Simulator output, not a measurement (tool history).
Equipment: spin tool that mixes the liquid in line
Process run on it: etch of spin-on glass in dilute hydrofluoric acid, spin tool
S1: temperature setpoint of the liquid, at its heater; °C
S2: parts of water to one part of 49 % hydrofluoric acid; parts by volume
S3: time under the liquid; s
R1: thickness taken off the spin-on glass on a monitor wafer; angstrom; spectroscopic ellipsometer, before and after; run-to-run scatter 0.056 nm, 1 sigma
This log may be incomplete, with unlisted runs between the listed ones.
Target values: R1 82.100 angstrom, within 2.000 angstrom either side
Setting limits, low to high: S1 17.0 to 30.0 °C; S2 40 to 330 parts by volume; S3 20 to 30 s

{"run": 1, "hour": 0.0, "S1": 22.0, "S2": 185, "S3": 30, "R1": 46.428}
{"run": 2, "hour": 6.1, "S1": 23.5, "S2": 185, "S3": 30, "R1": 48.947}
{"run": 3, "hour": 9.2, "S1": 25.0, "S2": 175, "S3": 30, "R1": 55.591}
{"run": 4, "hour": 17.4, "S1": 25.0, "S2": 220, "S3": 30, "R1": 41.73}
{"run": 5, "hour": 23.3, "S1": 25.0, "S2": 170, "S3": 30, "R1": 57.769}
{"run": 6, "hour": 27.6, "S1": 25.0, "S2": 170, "S3": 30, "R1": 58.031}
{"run": 7, "hour": 30.2, "S1": 26.0, "S2": 165, "S3": 30, "R1": 62.14}
{"run": 8, "hour": 31.1, "S1": 27.0, "S2": 160, "S3": 30, "R1": 66.956}
{"hour": 34.3, "done": "thermometer replaced"}
{"run": 9, "hour": 34.3, "S1": 27.5, "S2": 155, "S3": 30, "R1": 74.459}
{"run": 10, "hour": 36.3, "S1": 28.0, "S2": 155, "S3": 30, "R1": 76.064}
{"run": 11, "hour": 39.7, "S1": 28.5, "S2": 155, "S3": 30, "R1": 77.573}
{"run": 12, "hour": 46.0, "S1": 29.0, "S2": 155, "S3": 30, "R1": 78.796}
{"run": 13, "hour": 53.7, "S1": 29.5, "S2": 155, "S3": 30, "R1": 79.603}

5 candidate next runs follow, results not yet known. Just one meets every target within its allowed miss. Identify it.
{"run": "A", "hour": 61.4, "S1": 30.0, "S2": 155, "S3": 30, "R1": "?"}
{"run": "B", "hour": 61.4, "S1": 29.0, "S2": 160, "S3": 30, "R1": "?"}
{"run": "C", "hour": 61.4, "S1": 29.5, "S2": 160, "S3": 30, "R1": "?"}
{"run": "D", "hour": 61.4, "S1": 30.0, "S2": 160, "S3": 30, "R1": "?"}
{"run": "E", "hour": 61.4, "S1": 28.0, "S2": 150, "S3": 30, "R1": "?"}

move=A R1=81.499
move=B R1=75.680
move=C R1=77.052
move=D R1=78.442
move=E R1=78.828
A: all results in spec
B: lands further from the targets than the last run did
C: lands further from the targets than the last run did
D: lands further from the targets than the last run did
E: lands further from the targets than the last run did
A is the move that brings every result within its allowed miss.
